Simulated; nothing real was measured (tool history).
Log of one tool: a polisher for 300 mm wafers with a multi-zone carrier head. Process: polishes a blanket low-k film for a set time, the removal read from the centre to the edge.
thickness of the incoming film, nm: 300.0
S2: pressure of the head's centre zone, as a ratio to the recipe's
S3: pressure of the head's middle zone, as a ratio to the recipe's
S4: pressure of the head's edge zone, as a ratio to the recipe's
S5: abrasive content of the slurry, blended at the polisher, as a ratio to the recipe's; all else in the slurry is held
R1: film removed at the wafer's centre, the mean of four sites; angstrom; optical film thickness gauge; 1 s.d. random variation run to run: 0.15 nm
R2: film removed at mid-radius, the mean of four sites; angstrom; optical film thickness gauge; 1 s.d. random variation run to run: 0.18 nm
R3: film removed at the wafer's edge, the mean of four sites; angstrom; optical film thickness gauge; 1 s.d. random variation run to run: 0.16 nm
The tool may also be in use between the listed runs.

run 1 day=0.000 | flow_of_slurry_(ml/min)=200 S2=1.00 S3=1.00 S4=1.00 S5=1.00 polishing_time_(s)=62 | R1=235.97 R2=209.27 R3=216.18
run 2 day=0.046 | flow_of_slurry_(ml/min)=200 S2=1.00 S3=1.00 S4=1.00 S5=1.00 polishing_time_(s)=54 | R1=203.33 R2=184.68 R3=190.63
run 3 day=0.325 | flow_of_slurry_(ml/min)=200 S2=1.00 S3=1.00 S4=1.00 S5=1.10 polishing_time_(s)=54 | R1=211.06 R2=194.16 R3=199.11
run 4 day=0.625 | flow_of_slurry_(ml/min)=195 S2=0.96 S3=0.98 S4=0.97 S5=1.00 polishing_time_(s)=54 | R1=191.43 R2=183.04 R3=182.53
run 5 day=0.725 | flow_of_slurry_(ml/min)=195 S2=0.96 S3=0.93 S4=0.97 S5=1.00 polishing_time_(s)=54 | R1=194.79 R2=176.30 R3=186.33
run 6 day=0.867 | flow_of_slurry_(ml/min)=185 S2=0.93 S3=0.91 S4=0.95 S5=0.95 polishing_time_(s)=54 | R1=181.66 R2=165.37 R3=175.48

Estimate the outcome of run 7 from the log above:
-- day=0.925 centre zone pressure recalibrated
run 7 day=0.925 | flow_of_slurry_(ml/min)=175 S2=0.91 S3=0.90 S4=0.94 S5=0.95 polishing_time_(s)=54 | R1=? R2=? R3=?

R1: 163.57 angstrom
R2: 163.55 angstrom
R3: 178.89 angstrom
